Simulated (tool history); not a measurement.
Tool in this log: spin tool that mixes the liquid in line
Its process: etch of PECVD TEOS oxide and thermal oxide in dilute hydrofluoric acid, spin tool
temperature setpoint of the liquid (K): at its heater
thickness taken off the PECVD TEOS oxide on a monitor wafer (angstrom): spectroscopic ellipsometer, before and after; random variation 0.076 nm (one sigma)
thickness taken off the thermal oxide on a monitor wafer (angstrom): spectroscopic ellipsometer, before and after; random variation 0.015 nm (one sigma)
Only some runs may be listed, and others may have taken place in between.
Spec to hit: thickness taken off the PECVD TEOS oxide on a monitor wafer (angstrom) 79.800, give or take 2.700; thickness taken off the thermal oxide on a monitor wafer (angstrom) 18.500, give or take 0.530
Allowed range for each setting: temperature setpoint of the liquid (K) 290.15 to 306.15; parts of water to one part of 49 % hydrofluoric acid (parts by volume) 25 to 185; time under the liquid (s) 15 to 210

run,hour,temperature setpoint of the liquid (K),parts of water to one part of 49 % hydrofluoric acid (parts by volume),time under the liquid (s),thickness taken off the PECVD TEOS oxide on a monitor wafer (angstrom),thickness taken off the thermal oxide on a monitor wafer (angstrom)
1,0.0,298.15,105,105,190.990,44.721
2,1.6,296.65,115,105,162.500,38.143
3,3.1,296.65,115,130,201.720,46.696
4,10.0,296.65,115,165,256.680,59.729
5,13.4,295.65,130,160,206.810,48.352
6,14.5,298.65,130,160,237.030,54.002
7,19.2,297.15,140,155,194.590,45.272
8,23.5,296.15,150,150,169.080,39.190
9,32.2,295.15,155,145,150.360,34.708
10,34.1,294.15,160,140,137.240,30.894
11,39.1,294.15,165,135,122.460,28.895
12,40.7,293.65,170,130,112.310,25.993
13,42.6,293.15,175,125,104.120,23.943
14,46.3,292.65,175,120,97.830,22.865

Which of these 5 next moves meets every target?
A,50.0,292.15,75,65,?,?
B,50.0,293.15,165,90,?,?
C,50.0,290.15,175,115,?,?
D,50.0,290.65,185,105,?,?
E,50.0,290.15,185,125,?,?

move,thickness taken off the PECVD TEOS oxide on a monitor wafer (angstrom),thickness taken off the thermal oxide on a monitor wafer (angstrom)
A,133.490,31.241
B,79.452,18.594
C,84.086,19.679
D,73.405,17.179
E,85.653,20.045
A: misses by more than the last run did
B: each result inside its tolerance
C: nearer than the last run, and not there yet
D: carries the result that was furthest off beyond its target, to the other side
E: nearer than the last run, and not there yet
So the answer is move B, the one that meets all the targets.

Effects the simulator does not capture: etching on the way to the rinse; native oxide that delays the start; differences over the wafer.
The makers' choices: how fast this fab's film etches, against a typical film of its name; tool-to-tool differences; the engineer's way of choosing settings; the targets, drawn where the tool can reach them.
